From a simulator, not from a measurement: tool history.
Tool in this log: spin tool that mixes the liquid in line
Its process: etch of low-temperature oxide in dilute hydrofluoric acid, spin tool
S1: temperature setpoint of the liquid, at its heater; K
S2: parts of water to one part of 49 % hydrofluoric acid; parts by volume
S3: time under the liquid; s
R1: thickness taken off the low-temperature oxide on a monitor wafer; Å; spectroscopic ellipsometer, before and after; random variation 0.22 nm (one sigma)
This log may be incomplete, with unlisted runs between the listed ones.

run 1 hour=0.0 | S1=298.15 S2=195 S3=320 | R1=190.38
run 2 hour=2.7 | S1=298.15 S2=125 S3=320 | R1=324.59
run 3 hour=5.8 | S1=297.15 S2=125 S3=320 | R1=316.64
run 4 hour=14.1 | S1=296.15 S2=125 S3=320 | R1=300.83
run 5 hour=15.4 | S1=299.65 S2=125 S3=320 | R1=342.26
run 6 hour=22.8 | S1=301.65 S2=125 S3=320 | R1=372.31
run 7 hour=28.4 | S1=297.65 S2=135 S3=320 | R1=291.35
run 8 hour=35.0 | S1=297.15 S2=135 S3=320 | R1=283.38
run 9 hour=43.5 | S1=296.65 S2=135 S3=320 | R1=282.14
run 10 hour=49.0 | S1=296.15 S2=135 S3=320 | R1=275.32

Estimate the outcome of run 11 from the log above:
run 11 hour=52.9 | S1=292.65 S2=140 S3=320 | R1=?

{"run 11": {"R1": 231.59}}
